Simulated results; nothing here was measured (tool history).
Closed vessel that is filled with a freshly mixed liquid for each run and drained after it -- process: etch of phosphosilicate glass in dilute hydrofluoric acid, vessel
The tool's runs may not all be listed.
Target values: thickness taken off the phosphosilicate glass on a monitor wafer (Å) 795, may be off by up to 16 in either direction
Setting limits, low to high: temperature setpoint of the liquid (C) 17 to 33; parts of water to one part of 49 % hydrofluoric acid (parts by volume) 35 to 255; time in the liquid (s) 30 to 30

run	hour	temperature setpoint of the liquid (C)	parts of water to one part of 49 % hydrofluoric acid (parts by volume)	time in the liquid (s)	thickness taken off the phosphosilicate glass on a monitor wafer (Å)
1	0	25	145	30	390
2	5.3	27.5	145	30	426.12
3	8.6	25	145	30	386.69
4	13.4	25	145	30	388.36
5	22.3	26	135	30	436.16
6	27.5	27	130	30	476
7	35.5	28	125	30	522.84
8	43.4	32	95	30	825.44
9	47.1	32	95	30	826.7

Consider the 4 candidate settings below. Which is the only one whose results all fall within their allowed miss of target?
A	50.8	32.5	100	30	?
B	50.8	31.5	100	30	?
C	50.8	33	90	30	?
D	50.8	32	90	30	?

move	thickness taken off the phosphosilicate glass on a monitor wafer (Å)
A	792.33
B	763.7
C	910.4
D	877.35
A: in spec on every target
B: takes the biggest miss from the last run beyond its target
C: further off than the last run
D: further off than the last run
A is the move that brings every result within its allowed miss.
